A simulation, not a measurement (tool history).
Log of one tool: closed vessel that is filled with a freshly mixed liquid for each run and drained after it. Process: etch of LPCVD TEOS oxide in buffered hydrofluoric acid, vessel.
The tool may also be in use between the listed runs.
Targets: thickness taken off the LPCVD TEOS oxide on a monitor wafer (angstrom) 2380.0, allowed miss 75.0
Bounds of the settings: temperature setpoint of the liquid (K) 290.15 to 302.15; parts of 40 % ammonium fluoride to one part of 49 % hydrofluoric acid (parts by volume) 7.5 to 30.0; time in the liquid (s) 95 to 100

run  hour  temperature setpoint of the liquid (K)  parts of 40 % ammonium fluoride to one part of 49 % hydrofluoric acid (parts by volume)  time in the liquid (s)  thickness taken off the LPCVD TEOS oxide on a monitor wafer (angstrom)
  1   0.0                                  294.15                                                                                     22.0                      95                                                                  1290.8
  2   0.8                                  296.15                                                                                     20.5                      95                                                                  1522.7
  3   2.3                                  297.65                                                                                     19.5                      95                                                                  1705.2
  4   7.8                                  295.65                                                                                     19.5                      95                                                                  1576.8
  5  10.4                                  294.15                                                                                     19.5                      95                                                                  1424.6
  6  15.9                                  294.15                                                                                     19.5                      95                                                                  1418.6
  7  22.2                                  296.15                                                                                     19.0                      95                                                                  1622.7
  8  30.1                                  297.65                                                                                     18.5                      95                                                                  1847.7
  9  36.9                                  298.65                                                                                     18.5                      95                                                                  1912.9
 10  41.8                                  299.65                                                                                     18.5                      95                                                                  2044.7
 11  46.8                                  300.15                                                                                     18.5                      95                                                                  2051.5
 12  49.8                                  302.15                                                                                     16.5                      95                                                                  2591.1
 13  54.2                                  301.65                                                                                     16.5                      95                                                                  2513.4

Which of these 4 next moves meets every target?
  A  58.6                                  302.15                                                                                     16.5                      95                                                                       ?
  B  58.6                                  302.15                                                                                     19.0                     100                                                                       ?
  C  58.6                                  302.15                                                                                     18.0                     100                                                                       ?
  D  58.6                                  301.15                                                                                     16.0                     100                                                                       ?

move  thickness taken off the LPCVD TEOS oxide on a monitor wafer (angstrom)
   A                                                                  2584.4
   B                                                                  2368.2
   C                                                                  2497.5
   D                                                                  2658.9
A: further off than the last run
B: meets every target
C: nearer than the last run, and not there yet
D: further off than the last run
Move B is the one to make.
